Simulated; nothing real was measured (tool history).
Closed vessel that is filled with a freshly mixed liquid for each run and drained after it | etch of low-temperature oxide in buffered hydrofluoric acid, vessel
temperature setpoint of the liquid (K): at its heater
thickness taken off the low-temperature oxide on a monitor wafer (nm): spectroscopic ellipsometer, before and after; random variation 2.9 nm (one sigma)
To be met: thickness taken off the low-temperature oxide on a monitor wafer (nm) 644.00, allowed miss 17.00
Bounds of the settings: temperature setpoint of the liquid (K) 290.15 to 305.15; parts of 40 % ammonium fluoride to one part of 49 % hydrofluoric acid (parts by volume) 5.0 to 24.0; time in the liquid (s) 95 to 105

run  hour  temperature setpoint of the liquid (K)  parts of 40 % ammonium fluoride to one part of 49 % hydrofluoric acid (parts by volume)  time in the liquid (s)  thickness taken off the low-temperature oxide on a monitor wafer (nm)
  1   0.0                                  297.15                                                                                     14.5                      95                                                                 321.56
  2   3.0                                  299.15                                                                                     13.5                      95                                                                 386.05
  3   8.7                                  301.15                                                                                     13.5                      95                                                                 425.71
  4  14.0                                  302.15                                                                                     12.5                      95                                                                 487.62
  5  21.1                                  300.15                                                                                     12.5                      95                                                                 436.94
  6  28.4                                  301.15                                                                                     12.0                      95                                                                 479.78
  7  34.4                                  302.15                                                                                     11.5                      95                                                                 528.66
  8  41.7                                  302.65                                                                                     11.5                      95                                                                 542.87
  9  49.6                                  303.15                                                                                     11.5                      95                                                                 554.56
 10  53.7                                  303.65                                                                                     11.5                      95                                                                 572.39
 11  58.7                                  304.15                                                                                     11.5                      95                                                                 587.70

Which of these 4 next moves meets every target?
  A  63.7                                  302.65                                                                                     10.0                     105                                                                      ?
  B  63.7                                  304.15                                                                                     12.5                      95                                                                      ?
  C  63.7                                  305.15                                                                                     11.5                     100                                                                      ?
  D  63.7                                  305.15                                                                                     14.0                      95                                                                      ?

move  thickness taken off the low-temperature oxide on a monitor wafer (nm)
   A                                                                 685.45
   B                                                                 539.86
   C                                                                 649.30
   D                                                                 509.08
A: takes the result that was furthest off past its target
B: further off than the last run
C: meets every target
D: further off than the last run
The right move is C.

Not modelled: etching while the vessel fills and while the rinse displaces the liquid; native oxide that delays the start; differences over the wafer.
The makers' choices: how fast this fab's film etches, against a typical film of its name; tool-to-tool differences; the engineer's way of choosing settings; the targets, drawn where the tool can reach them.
